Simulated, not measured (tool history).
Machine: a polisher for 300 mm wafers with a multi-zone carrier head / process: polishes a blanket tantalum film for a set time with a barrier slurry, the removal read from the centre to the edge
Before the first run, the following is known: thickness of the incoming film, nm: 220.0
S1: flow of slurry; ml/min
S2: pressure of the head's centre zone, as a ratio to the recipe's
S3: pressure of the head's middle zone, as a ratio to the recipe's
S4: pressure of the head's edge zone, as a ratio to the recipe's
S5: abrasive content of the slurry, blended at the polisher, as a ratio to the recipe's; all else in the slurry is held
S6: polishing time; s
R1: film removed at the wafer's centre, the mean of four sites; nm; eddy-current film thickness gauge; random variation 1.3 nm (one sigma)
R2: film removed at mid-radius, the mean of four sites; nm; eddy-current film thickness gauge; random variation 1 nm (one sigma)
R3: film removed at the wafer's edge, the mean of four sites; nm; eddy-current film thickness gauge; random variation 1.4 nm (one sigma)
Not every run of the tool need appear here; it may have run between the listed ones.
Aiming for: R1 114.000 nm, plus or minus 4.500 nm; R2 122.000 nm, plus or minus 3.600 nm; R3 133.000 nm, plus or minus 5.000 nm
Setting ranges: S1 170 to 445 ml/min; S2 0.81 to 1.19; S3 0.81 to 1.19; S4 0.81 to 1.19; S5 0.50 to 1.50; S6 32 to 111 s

| run | hour | S1 | S2 | S3 | S4 | S5 | S6 | R1 | R2 | R3 |
|---|---|---|---|---|---|---|---|---|---|---|
| 1 | 0.0 | 285 | 1.00 | 1.00 | 1.00 | 1.00 | 71 | 84.777 | 86.506 | 84.481 |
| 2 | 4.6 | 285 | 1.00 | 1.00 | 1.08 | 1.00 | 71 | 83.606 | 86.240 | 88.734 |
| 3 | 6.5 | 250 | 1.00 | 1.00 | 1.08 | 1.00 | 71 | 84.998 | 83.231 | 86.585 |
| 4 | 15.2 | 280 | 1.01 | 1.00 | 1.10 | 1.10 | 73 | 89.753 | 91.563 | 92.331 |
| 5 | 19.4 | 280 | 1.01 | 1.00 | 1.10 | 1.10 | 60 | 75.961 | 74.507 | 78.144 |
| 6 | 27.4 | 280 | 0.94 | 1.00 | 1.10 | 1.10 | 60 | 69.642 | 74.464 | 76.669 |
| 7 | 28.7 | 300 | 0.94 | 0.97 | 1.12 | 1.20 | 66 | 77.256 | 81.747 | 85.364 |
| 8 | 36.9 | 300 | 0.93 | 0.95 | 1.14 | 1.25 | 72 | 86.201 | 89.518 | 97.323 |
| 9 | 40.7 | 300 | 0.92 | 0.95 | 1.15 | 1.30 | 76 | 91.713 | 93.381 | 104.830 |
| 10 | 42.2 | 295 | 0.92 | 0.97 | 1.15 | 1.35 | 79 | 95.426 | 99.120 | 107.970 |

Below are 5 possible settings for the next run. Only one of them brings all results inside the allowed miss of their targets. Which is it?
| A | 43.7 | 360 | 0.85 | 1.08 | 1.13 | 1.50 | 97 | ? | ? | ? |
| B | 43.7 | 355 | 1.07 | 1.05 | 1.09 | 1.30 | 87 | ? | ? | ? |
| C | 43.7 | 300 | 0.92 | 0.97 | 1.18 | 1.40 | 94 | ? | ? | ? |
| D | 43.7 | 315 | 0.85 | 1.19 | 1.04 | 1.35 | 70 | ? | ? | ? |
| E | 43.7 | 225 | 0.95 | 0.81 | 1.19 | 1.40 | 65 | ? | ? | ? |

| move | R1 | R2 | R3 |
|---|---|---|---|
| A | 109.890 | 138.560 | 136.830 |
| B | 120.270 | 117.630 | 117.000 |
| C | 111.670 | 120.240 | 131.790 |
| D | 76.627 | 104.090 | 92.226 |
| E | 77.128 | 70.955 | 89.634 |
A: pushes the last run's worst result past its target
B: nearer the targets than the last run, but a result is still out of spec
C: hits every target within its allowed miss
D: further off than the last run
E: further off than the last run
Correct choice: C, which meets every target
